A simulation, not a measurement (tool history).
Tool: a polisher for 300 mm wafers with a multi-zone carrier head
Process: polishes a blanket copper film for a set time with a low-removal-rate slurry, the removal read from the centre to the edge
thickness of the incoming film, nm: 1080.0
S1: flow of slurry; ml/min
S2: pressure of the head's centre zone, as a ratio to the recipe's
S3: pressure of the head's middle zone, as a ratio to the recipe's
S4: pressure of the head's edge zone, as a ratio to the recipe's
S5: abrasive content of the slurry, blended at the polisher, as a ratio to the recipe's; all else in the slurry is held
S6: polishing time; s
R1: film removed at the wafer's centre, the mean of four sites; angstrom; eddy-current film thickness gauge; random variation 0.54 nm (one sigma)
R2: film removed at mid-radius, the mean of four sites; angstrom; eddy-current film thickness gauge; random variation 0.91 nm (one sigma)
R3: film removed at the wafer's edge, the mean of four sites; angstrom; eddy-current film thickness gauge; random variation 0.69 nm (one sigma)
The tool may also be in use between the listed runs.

| run | hour | S1 | S2 | S3 | S4 | S5 | S6 | R1 | R2 | R3 |
|---|---|---|---|---|---|---|---|---|---|---|
| 1 | 0.0 | 195 | 1.00 | 1.00 | 1.00 | 1.00 | 43 | 956.77 | 975.35 | 953.26 |
| 2 | 4.4 | 195 | 1.00 | 1.00 | 1.00 | 0.90 | 43 | 935.42 | 950.37 | 936.47 |
| 3 | 11.5 | 195 | 1.00 | 1.00 | 1.00 | 0.90 | 36 | 786.49 | 797.02 | 772.14 |
| 4 | 15.4 | 195 | 1.00 | 1.00 | 1.07 | 0.90 | 36 | 793.07 | 800.96 | 799.14 |
| 5 | 20.5 | 195 | 1.00 | 0.95 | 1.07 | 0.90 | 36 | 793.91 | 784.67 | 793.62 |
| 6 | 28.7 | 195 | 1.00 | 0.95 | 1.07 | 0.90 | 43 | 933.60 | 933.81 | 973.81 |
| 7 | 37.0 | 190 | 0.98 | 0.94 | 1.05 | 0.85 | 41 | 868.62 | 862.61 | 894.91 |

Run 8 comes next. What will it give?
| 8 | 40.5 | 185 | 0.96 | 0.94 | 1.04 | 0.80 | 40 | ? | ? | ? |

Run 8 gave R1 810.11 angstrom, R2 840.54 angstrom, R3 858.91 angstrom.
